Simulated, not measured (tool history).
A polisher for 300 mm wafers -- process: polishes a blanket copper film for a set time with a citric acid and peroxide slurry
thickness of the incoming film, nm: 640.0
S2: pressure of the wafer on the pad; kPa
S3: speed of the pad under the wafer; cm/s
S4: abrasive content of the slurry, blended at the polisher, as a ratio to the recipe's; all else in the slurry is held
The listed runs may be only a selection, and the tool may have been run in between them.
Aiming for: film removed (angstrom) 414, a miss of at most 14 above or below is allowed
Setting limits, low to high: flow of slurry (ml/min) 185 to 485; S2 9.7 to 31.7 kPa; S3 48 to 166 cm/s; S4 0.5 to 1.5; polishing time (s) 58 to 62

{"run": 1, "hour": 0.0, "flow of slurry (ml/min)": 310, "S2": 20.7, "S3": 106, "S4": 1, "polishing time (s)": 58, "film removed (angstrom)": 1191}
{"run": 2, "hour": 5.3, "flow of slurry (ml/min)": 310, "S2": 20.7, "S3": 106, "S4": 1.15, "polishing time (s)": 58, "film removed (angstrom)": 1245.2}
{"run": 3, "hour": 9.4, "flow of slurry (ml/min)": 305, "S2": 17.9, "S3": 92, "S4": 1.1, "polishing time (s)": 58, "film removed (angstrom)": 936.82}
{"run": 4, "hour": 16.6, "flow of slurry (ml/min)": 305, "S2": 17.9, "S3": 92, "S4": 1.1, "polishing time (s)": 62, "film removed (angstrom)": 996.39}
{"run": 5, "hour": 20.4, "flow of slurry (ml/min)": 350, "S2": 17.9, "S3": 92, "S4": 1.1, "polishing time (s)": 62, "film removed (angstrom)": 1013.3}
{"run": 6, "hour": 27.8, "flow of slurry (ml/min)": 320, "S2": 17.9, "S3": 92, "S4": 1.1, "polishing time (s)": 62, "film removed (angstrom)": 998.63}
{"run": 7, "hour": 28.6, "flow of slurry (ml/min)": 320, "S2": 15.9, "S3": 80, "S4": 1.1, "polishing time (s)": 62, "film removed (angstrom)": 779.19}
{"run": 8, "hour": 37.5, "flow of slurry (ml/min)": 320, "S2": 14.5, "S3": 74, "S4": 1.1, "polishing time (s)": 62, "film removed (angstrom)": 661.62}
{"run": 9, "hour": 39.1, "flow of slurry (ml/min)": 320, "S2": 13.1, "S3": 70, "S4": 1.1, "polishing time (s)": 62, "film removed (angstrom)": 582.68}
{"run": 10, "hour": 41.0, "flow of slurry (ml/min)": 320, "S2": 13.1, "S3": 70, "S4": 1.1, "polishing time (s)": 62, "film removed (angstrom)": 570.29}
{"run": 11, "hour": 43.9, "flow of slurry (ml/min)": 320, "S2": 12.4, "S3": 68, "S4": 1.1, "polishing time (s)": 62, "film removed (angstrom)": 535.88}
{"run": 12, "hour": 52.8, "flow of slurry (ml/min)": 320, "S2": 11.7, "S3": 66, "S4": 1.1, "polishing time (s)": 62, "film removed (angstrom)": 496.9}
{"run": 13, "hour": 58.7, "flow of slurry (ml/min)": 320, "S2": 11, "S3": 66, "S4": 1.1, "polishing time (s)": 62, "film removed (angstrom)": 463.97}
{"run": 14, "hour": 60.2, "flow of slurry (ml/min)": 320, "S2": 10.3, "S3": 66, "S4": 1.1, "polishing time (s)": 62, "film removed (angstrom)": 434.78}

Next run, 5 choices. One meets every target within its allowed miss, the rest don't. Which?
{"run": "A", "hour": 61.7, "flow of slurry (ml/min)": 335, "S2": 11.7, "S3": 60, "S4": 1, "polishing time (s)": 61, "film removed (angstrom)": "?"}
{"run": "B", "hour": 61.7, "flow of slurry (ml/min)": 225, "S2": 11, "S3": 66, "S4": 0.95, "polishing time (s)": 58, "film removed (angstrom)": "?"}
{"run": "C", "hour": 61.7, "flow of slurry (ml/min)": 320, "S2": 10.3, "S3": 58, "S4": 1.15, "polishing time (s)": 58, "film removed (angstrom)": "?"}
{"run": "D", "hour": 61.7, "flow of slurry (ml/min)": 315, "S2": 10.3, "S3": 62, "S4": 1, "polishing time (s)": 58, "film removed (angstrom)": "?"}
{"run": "E", "hour": 61.7, "flow of slurry (ml/min)": 230, "S2": 12.4, "S3": 48, "S4": 1.4, "polishing time (s)": 58, "film removed (angstrom)": "?"}

move=A film_removed_(angstrom)=440.04
move=B film_removed_(angstrom)=413.66
move=C film_removed_(angstrom)=375.01
move=D film_removed_(angstrom)=384.04
move=E film_removed_(angstrom)=379.85
A: its largest miss is bigger than the last run's
B: every result within its allowed miss
C: takes the result that was furthest off past its target
D: takes the result that was furthest off past its target
E: takes the result that was furthest off past its target
Answer: B

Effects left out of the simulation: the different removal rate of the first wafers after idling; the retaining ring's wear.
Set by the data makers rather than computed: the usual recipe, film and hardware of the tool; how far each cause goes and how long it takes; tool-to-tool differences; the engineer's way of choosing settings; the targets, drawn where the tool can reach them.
